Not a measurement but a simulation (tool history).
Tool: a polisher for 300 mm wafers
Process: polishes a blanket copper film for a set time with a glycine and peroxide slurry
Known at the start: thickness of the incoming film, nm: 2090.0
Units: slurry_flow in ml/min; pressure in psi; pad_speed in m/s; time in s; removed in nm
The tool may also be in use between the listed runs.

run    day  slurry_flow  pressure  pad_speed  time  removed
  1      0          210       3.4       0.84   108   544.68
  2   0.25          210       4.1       0.84   108   652.94
  3    0.4          205       3.7       0.84   108   584.63
  4  0.696          205       3.7       0.84   114   627.62
  5   0.85          200       3.3       0.84   114   565.74
  6      1          200       2.9       0.84   114   513.97
  7  1.346          195       2.7       0.84   114   479.33
  8  1.458          190       2.6       0.84   114   463.61
  9  1.767          180       2.5       0.84   114   440.53
 10  2.067          175       2.5       0.84   114   449.84

Forecast run 11:
 11  2.429          175       2.4       0.84   114        ?

removed: 441.52 nm
